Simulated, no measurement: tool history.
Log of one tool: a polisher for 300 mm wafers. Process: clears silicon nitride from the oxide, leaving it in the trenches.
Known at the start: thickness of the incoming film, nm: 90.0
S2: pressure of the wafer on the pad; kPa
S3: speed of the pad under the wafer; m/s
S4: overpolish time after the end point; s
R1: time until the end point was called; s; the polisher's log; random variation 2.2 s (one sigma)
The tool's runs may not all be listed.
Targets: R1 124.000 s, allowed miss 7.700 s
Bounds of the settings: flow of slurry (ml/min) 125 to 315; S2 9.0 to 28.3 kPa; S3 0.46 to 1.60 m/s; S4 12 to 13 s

Run 1, hour 0.0: flow of slurry (ml/min) 205, S2 18.6 kPa, S3 1.02 m/s, S4 12 s. Result: R1 90.996 s.
Run 2, hour 9.0: flow of slurry (ml/min) 205, S2 17.2 kPa, S3 1.00 m/s, S4 12 s. Result: R1 97.696 s.
Run 3, hour 9.9: flow of slurry (ml/min) 205, S2 15.9 kPa, S3 0.98 m/s, S4 12 s. Result: R1 108.640 s.
Run 4, hour 18.4: flow of slurry (ml/min) 205, S2 15.9 kPa, S3 1.20 m/s, S4 12 s. Result: R1 88.101 s.
Run 5, hour 26.9: flow of slurry (ml/min) 155, S2 15.9 kPa, S3 1.20 m/s, S4 12 s. Result: R1 92.288 s.
Run 6, hour 32.8: flow of slurry (ml/min) 125, S2 15.9 kPa, S3 1.20 m/s, S4 12 s. Result: R1 97.678 s.
Run 7, hour 39.7: flow of slurry (ml/min) 125, S2 14.5 kPa, S3 1.18 m/s, S4 12 s. Result: R1 114.110 s.
Run 8, hour 40.5: flow of slurry (ml/min) 125, S2 13.8 kPa, S3 1.18 m/s, S4 12 s. Result: R1 114.870 s.

4 next moves are on the table. One of them brings every result within its allowed miss. Which?
Run A, hour 41.3: flow of slurry (ml/min) 140, S2 16.5 kPa, S3 1.08 m/s, S4 13 s. Result: R1 ?.
Run B, hour 41.3: flow of slurry (ml/min) 145, S2 13.8 kPa, S3 1.06 m/s, S4 12 s. Result: R1 ?.
Run C, hour 41.3: flow of slurry (ml/min) 125, S2 16.5 kPa, S3 1.08 m/s, S4 12 s. Result: R1 ?.
Run D, hour 41.3: flow of slurry (ml/min) 130, S2 15.2 kPa, S3 1.28 m/s, S4 12 s. Result: R1 ?.

move       R1
   A  101.640
   B  122.310
   C  104.390
   D   96.137
A: further off than the last run
B: meets every target
C: further off than the last run
D: further off than the last run
The right move is B.

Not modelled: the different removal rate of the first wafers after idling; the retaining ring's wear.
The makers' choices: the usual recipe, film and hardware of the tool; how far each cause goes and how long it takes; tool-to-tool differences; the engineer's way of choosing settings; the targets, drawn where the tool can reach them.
